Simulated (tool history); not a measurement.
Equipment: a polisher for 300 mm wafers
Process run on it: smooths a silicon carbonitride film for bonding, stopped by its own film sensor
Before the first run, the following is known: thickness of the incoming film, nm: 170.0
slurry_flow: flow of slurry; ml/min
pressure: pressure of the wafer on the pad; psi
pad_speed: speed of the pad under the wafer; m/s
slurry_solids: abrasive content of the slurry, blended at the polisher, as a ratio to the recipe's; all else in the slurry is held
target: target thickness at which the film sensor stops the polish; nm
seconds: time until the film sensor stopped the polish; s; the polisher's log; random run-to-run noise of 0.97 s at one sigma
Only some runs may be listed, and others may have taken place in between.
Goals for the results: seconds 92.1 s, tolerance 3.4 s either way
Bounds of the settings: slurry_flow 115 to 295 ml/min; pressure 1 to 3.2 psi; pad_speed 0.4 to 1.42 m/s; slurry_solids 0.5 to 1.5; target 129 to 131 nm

run  hour  slurry_flow  pressure  pad_speed  slurry_solids  target  seconds
  1     0          190       2.1        0.9              1     131   157.59
  2   8.1          190       2.3        0.9              1     131   146.07
  3   8.7          190       2.3       1.02              1     131   129.53
  4  12.1          190       2.4       1.02              1     131    124.1
  5  12.8          230       2.4       1.02              1     131   121.12
  6    17          230       2.4       1.02              1     129   128.68
  7  24.2          235         3       1.04              1     129   99.402
  8  32.2          235       3.1       1.04              1     129   97.285

Pick the move, out of 5, that brings all results within their allowed miss; only one does.
  A  40.2          240         3        1.1           0.95     131        ?
  B  40.2          220       2.9       1.08              1     130        ?
  C  40.2          245         3       1.06           0.85     131        ?
  D  40.2          255       3.2       0.96           0.95     129        ?
  E  40.2          225         3       1.02           1.15     129        ?

move  seconds
   A   92.924
   B   99.335
   C   99.729
   D   101.36
   E    97.48
A: hits every target within its allowed miss
B: lands further from the targets than the last run did
C: lands further from the targets than the last run did
D: lands further from the targets than the last run did
E: about the same distance from the targets as the last run
So the answer is move A, the one that meets all the targets.
